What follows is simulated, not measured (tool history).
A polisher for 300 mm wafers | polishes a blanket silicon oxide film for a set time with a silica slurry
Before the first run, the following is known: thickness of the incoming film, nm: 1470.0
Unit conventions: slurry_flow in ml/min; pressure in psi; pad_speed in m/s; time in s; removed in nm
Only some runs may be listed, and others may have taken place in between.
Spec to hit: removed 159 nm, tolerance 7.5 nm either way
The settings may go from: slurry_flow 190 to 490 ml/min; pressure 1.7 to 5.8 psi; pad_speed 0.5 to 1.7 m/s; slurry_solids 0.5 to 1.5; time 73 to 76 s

run	hour	slurry_flow	pressure	pad_speed	slurry_solids	time	removed
1	0	315	3.7	1.1	1	73	216.71
2	4.7	315	3.7	1.1	1	76	226.3
3	8.9	315	3.7	1.1	1.1	76	232.12
4	14.7	385	3.7	1.1	1.1	76	243.06
5	18.7	380	3.2	1.08	1.1	76	203.77
6	27.4	380	2.9	1.08	1.1	76	186.93
7	33.1	380	2.7	1.08	1.1	76	171.65
8	40.3	380	2.6	1.08	1.1	76	167.18

Consider the 4 candidate settings below. Which is the only one whose results all fall within their allowed miss of target?
A	47.5	290	2.8	0.98	1.3	76	?
B	47.5	430	2.5	1	1.1	76	?
C	47.5	340	1.9	1.48	0.95	76	?
D	47.5	455	2.7	0.88	1	73	?

move	removed
A	177.22
B	154.53
C	140.73
D	141.27
A: the biggest miss grows against the last run
B: meets every target
C: carries the result that was furthest off beyond its target, to the other side
D: carries the result that was furthest off beyond its target, to the other side
B is the move that brings every result within its allowed miss.

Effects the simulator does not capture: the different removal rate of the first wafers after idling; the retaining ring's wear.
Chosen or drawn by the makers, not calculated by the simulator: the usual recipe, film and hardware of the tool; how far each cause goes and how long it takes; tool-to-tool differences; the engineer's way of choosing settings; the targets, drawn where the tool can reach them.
